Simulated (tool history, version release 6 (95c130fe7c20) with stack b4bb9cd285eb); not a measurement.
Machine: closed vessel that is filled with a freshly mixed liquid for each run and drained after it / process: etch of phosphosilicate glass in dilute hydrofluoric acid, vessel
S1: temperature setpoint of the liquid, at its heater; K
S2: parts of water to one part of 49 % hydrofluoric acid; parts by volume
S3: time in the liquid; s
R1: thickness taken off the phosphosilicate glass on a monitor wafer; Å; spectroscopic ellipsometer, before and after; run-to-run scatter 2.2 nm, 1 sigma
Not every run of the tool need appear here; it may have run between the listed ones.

run  hour      S1   S2  S3      R1
  1     0  298.15  105  85  1331.3
  2   4.4  299.65   95  85    1565
  3   7.3  297.65   95  85  1454.1
  4  10.3  297.65   95  85  1460.3
  5  18.2  297.65  110  85  1236.9
  6  25.6  297.65  140  85  923.97
  7  34.1  299.65  120  85  1205.4
  8  35.4  301.15  105  85  1484.4
  9  41.5  302.15   95  85  1734.5

What does the tool deliver on the next run?
 10  48.7  306.15  55  85   ?

R1: 3727.5 Å
